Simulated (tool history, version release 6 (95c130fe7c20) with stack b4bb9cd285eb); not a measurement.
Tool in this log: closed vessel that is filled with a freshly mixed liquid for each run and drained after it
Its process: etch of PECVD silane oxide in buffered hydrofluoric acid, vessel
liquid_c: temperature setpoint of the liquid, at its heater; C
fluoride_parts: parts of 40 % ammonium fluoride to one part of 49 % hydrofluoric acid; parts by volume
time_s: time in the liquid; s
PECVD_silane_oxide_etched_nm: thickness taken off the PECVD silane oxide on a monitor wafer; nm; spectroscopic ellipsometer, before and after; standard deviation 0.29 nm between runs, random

run  hour  liquid_c  fluoride_parts  time_s  PECVD_silane_oxide_etched_nm
  1   0.0      25.0            13.0     100                        172.74
  2   7.3      21.5            13.0     100                        142.63
  3   9.1      24.5            13.0     100                        168.25
  4  14.4      22.5            14.0     100                        141.02
  5  18.4      25.0            14.0     100                        160.75
  6  22.7      23.0            15.0     100                        133.86

Estimate the outcome of run 7 from the log above:
  7  29.1      21.5            15.5     100                             ?

PECVD_silane_oxide_etched_nm: 119.40 nm
